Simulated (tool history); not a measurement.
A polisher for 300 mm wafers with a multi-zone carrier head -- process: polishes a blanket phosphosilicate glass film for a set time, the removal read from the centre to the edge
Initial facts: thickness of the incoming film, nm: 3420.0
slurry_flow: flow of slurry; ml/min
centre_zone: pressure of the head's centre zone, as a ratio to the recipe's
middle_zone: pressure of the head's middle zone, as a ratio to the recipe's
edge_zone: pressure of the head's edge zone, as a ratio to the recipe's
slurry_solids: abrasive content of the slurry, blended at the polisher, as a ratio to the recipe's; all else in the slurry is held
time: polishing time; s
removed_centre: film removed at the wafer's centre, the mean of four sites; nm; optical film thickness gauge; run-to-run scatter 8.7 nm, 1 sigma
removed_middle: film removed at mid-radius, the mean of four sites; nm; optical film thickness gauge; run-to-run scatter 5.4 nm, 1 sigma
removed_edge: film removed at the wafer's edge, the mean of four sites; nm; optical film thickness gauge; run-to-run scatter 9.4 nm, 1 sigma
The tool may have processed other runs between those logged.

Run 1, day 0: slurry_flow 135 ml/min, centre_zone 1, middle_zone 1, edge_zone 1, slurry_solids 1, time 43 s. Result: removed_centre 449.39 nm, removed_middle 454.59 nm, removed_edge 458.17 nm.
Run 2, day 0.15: slurry_flow 135 ml/min, centre_zone 0.93, middle_zone 1, edge_zone 1, slurry_solids 1, time 43 s. Result: removed_centre 411.91 nm, removed_middle 456.77 nm, removed_edge 458.75 nm.
Run 3, day 0.183: slurry_flow 140 ml/min, centre_zone 0.96, middle_zone 0.98, edge_zone 1.04, slurry_solids 1.1, time 46 s. Result: removed_centre 478.84 nm, removed_middle 499.53 nm, removed_edge 525.85 nm.
Run 4, day 0.396: slurry_flow 145 ml/min, centre_zone 0.99, middle_zone 0.97, edge_zone 1.07, slurry_solids 1.2, time 48 s. Result: removed_centre 541.68 nm, removed_middle 551.03 nm, removed_edge 567.12 nm.
Run 5, day 0.508: slurry_flow 130 ml/min, centre_zone 0.99, middle_zone 0.97, edge_zone 1.07, slurry_solids 1.2, time 48 s. Result: removed_centre 542.08 nm, removed_middle 528.4 nm, removed_edge 579.45 nm.
Run 6, day 0.783: slurry_flow 130 ml/min, centre_zone 0.99, middle_zone 0.97, edge_zone 1.07, slurry_solids 1.1, time 48 s. Result: removed_centre 505.37 nm, removed_middle 510.62 nm, removed_edge 535.51 nm.
Run 7, day 1.133: slurry_flow 165 ml/min, centre_zone 1.09, middle_zone 0.99, edge_zone 1.17, slurry_solids 1.35, time 53 s. Result: removed_centre 727.67 nm, removed_middle 648.5 nm, removed_edge 715.62 nm.

Run 8, settings as shown, results not yet in. Your forecast:
Run 8, day 1.388: slurry_flow 165 ml/min, centre_zone 1.09, middle_zone 0.97, edge_zone 1.17, slurry_solids 1.4, time 54 s. Result: removed_centre ?, removed_middle ?, removed_edge ?.

{"run 8": {"removed_centre": 760.92, "removed_middle": 668.23, "removed_edge": 743.91}}

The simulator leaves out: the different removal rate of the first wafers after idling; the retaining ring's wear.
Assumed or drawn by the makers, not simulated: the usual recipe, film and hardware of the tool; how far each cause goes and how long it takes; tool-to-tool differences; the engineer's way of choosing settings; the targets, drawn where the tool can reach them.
